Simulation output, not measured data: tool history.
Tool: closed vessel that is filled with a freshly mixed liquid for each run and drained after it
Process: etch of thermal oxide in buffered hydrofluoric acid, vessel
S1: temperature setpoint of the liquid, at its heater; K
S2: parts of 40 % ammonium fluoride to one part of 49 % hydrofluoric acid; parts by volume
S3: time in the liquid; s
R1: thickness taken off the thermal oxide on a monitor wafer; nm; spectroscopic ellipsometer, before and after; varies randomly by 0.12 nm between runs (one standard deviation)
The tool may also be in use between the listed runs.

run,hour,S1,S2,S3,R1
1,0.0,295.15,22.5,35,15.058
2,8.4,295.15,22.5,30,12.928
3,14.9,296.15,22.5,30,13.558
4,16.7,296.15,18.0,30,16.132
5,24.6,296.15,11.5,30,24.921
# hour 28.4: hydrofluoric acid flow meter replaced
6,28.4,294.65,11.5,30,24.628
7,33.4,294.15,12.5,30,22.001
8,34.3,293.65,13.0,30,20.415
9,35.4,293.65,13.0,30,20.242
10,36.9,293.15,13.0,30,19.852

Run 11 has not been measured yet. What should we expect?
11,40.5,291.15,13.0,30,?

Logged for run 11: R1 17.796 nm.
